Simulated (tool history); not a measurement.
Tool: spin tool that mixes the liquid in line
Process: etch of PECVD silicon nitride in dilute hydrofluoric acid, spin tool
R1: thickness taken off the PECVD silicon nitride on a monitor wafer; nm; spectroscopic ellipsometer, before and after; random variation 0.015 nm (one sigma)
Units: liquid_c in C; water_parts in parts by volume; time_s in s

{"run": 1, "hour": 0.0, "liquid_c": 20.0, "water_parts": 215, "time_s": 65, "R1": 0.9751}
{"run": 2, "hour": 5.7, "liquid_c": 20.0, "water_parts": 185, "time_s": 65, "R1": 1.1206}
{"run": 3, "hour": 12.7, "liquid_c": 20.0, "water_parts": 225, "time_s": 65, "R1": 0.91304}
{"run": 4, "hour": 19.9, "liquid_c": 20.0, "water_parts": 225, "time_s": 40, "R1": 0.57124}
{"run": 5, "hour": 28.7, "liquid_c": 21.0, "water_parts": 215, "time_s": 40, "R1": 0.63713}
{"run": 6, "hour": 29.8, "liquid_c": 20.5, "water_parts": 195, "time_s": 40, "R1": 0.6917}
{"run": 7, "hour": 35.7, "liquid_c": 20.5, "water_parts": 170, "time_s": 40, "R1": 0.77392}
{"run": 8, "hour": 42.0, "liquid_c": 20.5, "water_parts": 150, "time_s": 40, "R1": 0.88435}
{"run": 9, "hour": 50.5, "liquid_c": 20.5, "water_parts": 135, "time_s": 40, "R1": 0.96766}

Forecast run 10:
{"run": 10, "hour": 53.6, "liquid_c": 20.5, "water_parts": 125, "time_s": 40, "R1": "?"}

{"run 10": {"R1": 1.0479}}
